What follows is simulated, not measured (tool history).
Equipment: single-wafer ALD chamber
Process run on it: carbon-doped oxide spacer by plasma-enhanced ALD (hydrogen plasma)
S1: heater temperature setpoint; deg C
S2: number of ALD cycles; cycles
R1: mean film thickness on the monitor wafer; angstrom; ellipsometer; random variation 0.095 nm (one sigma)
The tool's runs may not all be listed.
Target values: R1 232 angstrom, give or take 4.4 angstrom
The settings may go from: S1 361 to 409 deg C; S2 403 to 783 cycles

| run | day | S1 | S2 | R1 |
|---|---|---|---|---|
| 1 | 0 | 385 | 593 | 277.5 |
| 2 | 0.092 | 385 | 663 | 312.2 |
| 3 | 0.496 | 376 | 663 | 312.46 |
| 4 | 0.888 | 376 | 629 | 293.92 |
| 5 | 1.188 | 386 | 629 | 294.89 |
| 6 | 1.508 | 386 | 602 | 281.67 |
| 7 | 1.738 | 386 | 580 | 271.62 |
| 8 | 1.862 | 386 | 562 | 262.92 |
| 9 | 2.267 | 386 | 548 | 255.63 |
| 10 | 2.533 | 386 | 538 | 252.67 |
| 11 | 2.929 | 386 | 528 | 248.5 |
| 12 | 3.212 | 386 | 520 | 243.52 |
| 13 | 3.388 | 386 | 515 | 240.85 |
| 14 | 3.683 | 386 | 511 | 239.9 |

Exercise: of the 5 proposed moves below, exactly one satisfies all targets within the stated allowed misses. Which move is it?
| A | 3.979 | 388 | 473 | ? |
| B | 3.979 | 383 | 524 | ? |
| C | 3.979 | 393 | 496 | ? |
| D | 3.979 | 382 | 521 | ? |
| E | 3.979 | 387 | 513 | ? |

| move | R1 |
|---|---|
| A | 222.07 |
| B | 246.01 |
| C | 232.87 |
| D | 244.6 |
| E | 240.85 |
A: takes the biggest miss from the last run beyond its target
B: the biggest miss grows against the last run
C: each result inside its tolerance
D: the biggest miss grows against the last run
E: the biggest miss grows against the last run
C meets every target.

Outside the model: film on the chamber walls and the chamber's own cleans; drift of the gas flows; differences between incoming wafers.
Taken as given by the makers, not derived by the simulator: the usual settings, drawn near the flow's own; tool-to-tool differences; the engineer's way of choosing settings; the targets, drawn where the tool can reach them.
